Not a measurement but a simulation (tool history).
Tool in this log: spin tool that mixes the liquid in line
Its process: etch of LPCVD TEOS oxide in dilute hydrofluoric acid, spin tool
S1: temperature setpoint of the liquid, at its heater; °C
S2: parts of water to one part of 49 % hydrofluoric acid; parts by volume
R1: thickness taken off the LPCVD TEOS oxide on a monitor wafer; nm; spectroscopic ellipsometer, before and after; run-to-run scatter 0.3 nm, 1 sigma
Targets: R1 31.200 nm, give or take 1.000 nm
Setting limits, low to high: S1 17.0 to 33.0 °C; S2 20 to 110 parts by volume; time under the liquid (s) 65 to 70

Run 1, hour 0.0: S1 25.0 °C, S2 60 parts by volume, time under the liquid (s) 65. Result: R1 41.630 nm.
Run 2, hour 8.9: S1 24.0 °C, S2 60 parts by volume, time under the liquid (s) 65. Result: R1 39.303 nm.
Run 3, hour 13.5: S1 23.5 °C, S2 60 parts by volume, time under the liquid (s) 65. Result: R1 39.651 nm.
Run 4, hour 14.2: S1 26.5 °C, S2 60 parts by volume, time under the liquid (s) 65. Result: R1 44.229 nm.
Run 5, hour 19.1: S1 26.5 °C, S2 60 parts by volume, time under the liquid (s) 70. Result: R1 48.058 nm.
Run 6, hour 26.5: S1 29.5 °C, S2 60 parts by volume, time under the liquid (s) 70. Result: R1 53.655 nm.
Run 7, hour 29.4: S1 28.0 °C, S2 60 parts by volume, time under the liquid (s) 70. Result: R1 51.124 nm.
Run 8, hour 33.7: S1 26.5 °C, S2 60 parts by volume, time under the liquid (s) 70. Result: R1 47.857 nm.

Next run, 5 choices. One meets every target within its allowed miss, the rest don't. Which?
Run A, hour 38.0: S1 27.0 °C, S2 30 parts by volume, time under the liquid (s) 70. Result: R1 ?.
Run B, hour 38.0: S1 27.0 °C, S2 50 parts by volume, time under the liquid (s) 70. Result: R1 ?.
Run C, hour 38.0: S1 26.0 °C, S2 65 parts by volume, time under the liquid (s) 65. Result: R1 ?.
Run D, hour 38.0: S1 25.0 °C, S2 35 parts by volume, time under the liquid (s) 70. Result: R1 ?.
Run E, hour 38.0: S1 25.5 °C, S2 80 parts by volume, time under the liquid (s) 65. Result: R1 ?.

move       R1
   A  102.450
   B   59.720
   C   40.132
   D   80.310
   E   31.329
A: misses by more than the last run did
B: misses by more than the last run did
C: closes in on the targets versus the last run, not all within tolerance yet
D: misses by more than the last run did
E: in spec on every target
E meets every target.
